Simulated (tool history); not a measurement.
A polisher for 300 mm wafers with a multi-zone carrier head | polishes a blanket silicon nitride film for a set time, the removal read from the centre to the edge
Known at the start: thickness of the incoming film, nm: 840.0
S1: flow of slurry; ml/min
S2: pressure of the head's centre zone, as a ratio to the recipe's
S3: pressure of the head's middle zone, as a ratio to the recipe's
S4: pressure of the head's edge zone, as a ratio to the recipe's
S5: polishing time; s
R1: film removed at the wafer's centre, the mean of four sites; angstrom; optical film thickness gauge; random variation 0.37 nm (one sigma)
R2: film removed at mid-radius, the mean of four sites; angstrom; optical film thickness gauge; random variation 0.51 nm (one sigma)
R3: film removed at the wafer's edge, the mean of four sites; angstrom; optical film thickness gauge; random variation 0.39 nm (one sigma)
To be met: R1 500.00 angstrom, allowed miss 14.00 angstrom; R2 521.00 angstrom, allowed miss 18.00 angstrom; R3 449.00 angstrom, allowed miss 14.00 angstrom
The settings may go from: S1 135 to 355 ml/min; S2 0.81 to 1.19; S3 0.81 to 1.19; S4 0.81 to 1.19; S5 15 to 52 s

run	hour	S1	S2	S3	S4	S5	R1	R2	R3
1	0.0	225	1.00	1.00	1.00	33	381.95	390.37	370.45
2	8.5	225	1.06	1.00	1.00	33	405.47	398.43	377.01
3	17.1	235	1.08	1.02	1.02	33	414.19	402.22	381.24
4	22.9	235	1.08	1.02	1.06	33	413.81	400.74	384.90
5	30.4	210	1.08	1.02	1.06	33	410.44	397.94	379.53
6	36.1	210	1.08	1.02	1.06	41	512.08	493.46	471.75
7	38.3	210	1.08	1.03	1.05	41	507.63	494.76	467.65
8	45.2	210	1.08	1.04	1.04	41	511.71	503.72	470.86
9	50.6	210	1.08	1.04	1.04	41	511.32	505.62	469.14
10	59.6	205	1.08	1.05	1.03	41	511.30	498.72	468.91

5 next moves are on the table. One of them brings every result within its allowed miss. Which?
A	68.6	210	1.04	1.05	1.00	43	?	?	?
B	68.6	215	1.11	1.05	1.01	40	?	?	?
C	68.6	235	1.01	1.07	1.09	42	?	?	?
D	68.6	305	1.07	1.11	0.99	39	?	?	?
E	68.6	225	0.99	1.06	1.05	42	?	?	?

move	R1	R2	R3
A	516.73	524.78	477.51
B	514.80	489.55	447.32
C	498.36	528.60	491.04
D	506.06	521.00	444.98
E	485.50	521.60	480.41
A: further off than the last run
B: brings the result that was furthest off to its target, and leaves another outside
C: further off than the last run
D: meets every target
E: further off than the last run
Move D is the one to make.
